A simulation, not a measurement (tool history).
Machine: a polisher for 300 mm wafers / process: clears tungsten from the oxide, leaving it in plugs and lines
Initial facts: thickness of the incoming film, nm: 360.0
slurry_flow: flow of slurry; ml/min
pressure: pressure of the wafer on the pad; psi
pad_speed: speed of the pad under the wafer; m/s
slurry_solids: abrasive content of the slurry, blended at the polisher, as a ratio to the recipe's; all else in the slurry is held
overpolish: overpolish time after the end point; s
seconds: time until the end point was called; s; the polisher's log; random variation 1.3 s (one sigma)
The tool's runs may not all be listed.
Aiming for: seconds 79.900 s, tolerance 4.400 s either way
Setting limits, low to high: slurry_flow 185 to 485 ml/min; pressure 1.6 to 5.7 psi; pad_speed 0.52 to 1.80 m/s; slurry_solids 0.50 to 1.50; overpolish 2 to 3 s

run	day	slurry_flow	pressure	pad_speed	slurry_solids	overpolish	seconds
1	0.000	310	3.6	1.16	1.00	3	56.252
2	0.317	310	4.4	1.16	1.00	3	51.421
3	0.483	310	4.4	1.16	1.15	3	48.140
4	0.542	310	4.4	1.16	1.15	2	47.907
5	0.588	310	4.4	0.96	1.15	2	57.671
6	0.775	310	4.2	0.94	1.15	2	61.068
7	1.000	310	4.0	0.92	1.15	2	64.481
8	1.154	310	3.9	0.92	1.15	2	65.822
9	1.208	310	3.9	0.92	1.15	2	66.195
10	1.458	310	3.8	0.92	1.15	2	67.291
11	1.800	310	3.7	0.92	1.15	2	66.677
12	2.129	310	3.6	0.92	1.15	2	70.019
13	2.362	310	3.5	0.92	1.15	2	72.787
14	2.692	310	3.4	0.92	1.15	2	73.409
15	2.875	310	3.3	0.92	1.15	2	72.109
16	3.192	310	3.2	0.92	1.15	2	73.319

Exactly one of the 5 candidate moves below puts every result within its allowed miss. Which one?
A	3.508	315	3.3	0.94	1.35	3	?
B	3.508	295	3.3	1.04	1.15	2	?
C	3.508	270	3.5	0.86	1.00	2	?
D	3.508	315	3.3	1.02	1.15	3	?
E	3.508	295	3.4	0.90	1.30	3	?

move	seconds
A	70.381
B	66.898
C	80.717
D	67.786
E	73.063
A: further off than the last run
B: further off than the last run
C: in spec on every target
D: further off than the last run
E: no better and no worse than the last run
The right move is C.
